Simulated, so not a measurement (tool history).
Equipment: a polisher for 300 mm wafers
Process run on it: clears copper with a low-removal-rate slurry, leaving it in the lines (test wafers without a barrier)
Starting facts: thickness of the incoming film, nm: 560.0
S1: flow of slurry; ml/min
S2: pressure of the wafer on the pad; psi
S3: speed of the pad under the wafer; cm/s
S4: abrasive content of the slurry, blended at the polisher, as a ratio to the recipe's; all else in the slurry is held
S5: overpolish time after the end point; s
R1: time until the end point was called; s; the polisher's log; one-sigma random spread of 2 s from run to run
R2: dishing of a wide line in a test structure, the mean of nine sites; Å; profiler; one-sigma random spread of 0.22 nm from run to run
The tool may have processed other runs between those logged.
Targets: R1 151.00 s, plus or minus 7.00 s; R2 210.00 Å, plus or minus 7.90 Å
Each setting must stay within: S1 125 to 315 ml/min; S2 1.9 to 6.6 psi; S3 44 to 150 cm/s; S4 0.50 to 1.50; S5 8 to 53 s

run  hour   S1   S2   S3    S4  S5      R1      R2
  1   0.0  205  4.2   96  1.00  27  179.72  434.20
  2   4.5  205  4.2   96  0.80  27  184.60  424.03
  3  11.8  210  3.8  104  0.75  23  188.67  383.63
  4  17.0  220  3.4  114  0.70  20  194.34  350.33
  5  19.9  240  3.1  122  0.65  17  198.38  301.28
  6  21.4  240  3.1  134  0.65  17  180.83  320.20
  7  29.8  255  3.0  138  0.60  15  183.41  291.38
  8  36.7  270  3.0  140  0.60  13  181.78  262.61
  9  40.7  280  3.1  142  0.60  12  173.13  259.65
 10  44.0  315  2.8  150  0.55   8  178.07  183.22
     50.9  -- head pressure recalibrated
 11  50.9  315  3.0  150  0.55   8  174.22  183.76
 12  54.4  310  3.2  150  0.55   8  171.32  191.08
 13  60.2  305  3.4  150  0.55   8  161.08  200.73

Pick the move, out of 5, that brings all results within their allowed miss; only one does.
  A  66.0  310  3.3  136  0.55  10   ?   ?
  B  66.0  315  3.9  126  0.50   8   ?   ?
  C  66.0  315  3.7  138  0.50   8   ?   ?
  D  66.0  265  4.2  140  0.50   8   ?   ?
  E  66.0  310  3.1  138  0.65   9   ?   ?

move      R1      R2
   A  179.02  214.71
   B  171.52  185.73
   C  164.21  192.44
   D  147.38  210.58
   E  177.74  198.13
A: moves away from the targets compared with the last run
B: moves away from the targets compared with the last run
C: moves away from the targets compared with the last run
D: all results in spec
E: moves away from the targets compared with the last run
The move that meets every target is D.

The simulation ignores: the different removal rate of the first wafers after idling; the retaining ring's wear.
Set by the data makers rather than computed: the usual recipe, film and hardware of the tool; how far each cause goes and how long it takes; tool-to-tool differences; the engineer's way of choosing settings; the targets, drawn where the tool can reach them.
